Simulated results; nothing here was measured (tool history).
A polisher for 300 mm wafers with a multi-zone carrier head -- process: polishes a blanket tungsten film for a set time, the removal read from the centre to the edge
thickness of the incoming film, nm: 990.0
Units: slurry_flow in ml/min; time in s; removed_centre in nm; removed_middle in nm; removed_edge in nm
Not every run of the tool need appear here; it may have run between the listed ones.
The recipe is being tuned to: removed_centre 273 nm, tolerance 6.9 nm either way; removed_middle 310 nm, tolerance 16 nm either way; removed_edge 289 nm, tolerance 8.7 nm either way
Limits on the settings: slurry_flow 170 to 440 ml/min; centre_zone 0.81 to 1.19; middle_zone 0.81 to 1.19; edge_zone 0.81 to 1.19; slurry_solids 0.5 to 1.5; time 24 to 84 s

run,hour,slurry_flow,centre_zone,middle_zone,edge_zone,slurry_solids,time,removed_centre,removed_middle,removed_edge
1,0,280,1,1,1,1,54,304.74,307.42,314.34
2,1.4,280,1,1,0.97,1,54,305.71,301.59,311.5
3,8,275,0.98,1.03,0.95,0.95,54,292.36,304.22,307
4,12.3,270,0.97,1.05,0.92,0.95,54,293.9,310.12,300.29
5,16.2,270,1.04,1.05,0.92,0.95,54,313.88,305.42,296.81
6,18.5,270,1.04,1.05,0.92,0.95,65,372.64,364.9,360.56
7,21.3,270,1.01,1.06,0.9,0.85,63,342.72,358.18,337.81
8,23.4,265,0.99,1.04,0.89,0.75,62,322.9,337.14,320.63
9,31.6,260,0.97,1.03,0.88,0.7,62,312.3,337.7,314.8
10,34.4,260,0.97,1.03,0.88,0.7,62,315.18,320.25,316.91
11,38.4,255,0.95,1.04,0.87,0.65,62,299.36,320.92,310.76
12,43,250,0.94,1.05,0.85,0.6,62,291.57,320.32,306.4
13,48.9,235,0.92,1.07,0.81,0.5,61,268.35,305.78,278.68

Next run, 5 choices. One meets every target within its allowed miss, the rest don't. Which?
A,54.8,285,0.83,1.11,0.82,0.6,65,?,?,?
B,54.8,270,0.86,1.12,0.84,0.5,62,?,?,?
C,54.8,185,0.94,1.19,0.81,0.7,61,?,?,?
D,54.8,300,0.88,1.02,0.81,0.75,58,?,?,?
E,54.8,340,0.95,1.06,0.86,0.65,58,?,?,?

move,removed_centre,removed_middle,removed_edge
A,276.03,358.33,313.65
B,262.62,331.43,291.32
C,291.83,354.9,293.95
D,273.92,312.8,291.99
E,290.44,316.3,293.2
A: the result that was furthest off in the last run now lies on the other side of its target
B: the furthest-off result lands on target, but another misses its tolerance
C: the furthest-off result lands on target, but another misses its tolerance
D: in spec on every target
E: the furthest-off result lands on target, but another misses its tolerance
The right move is D.
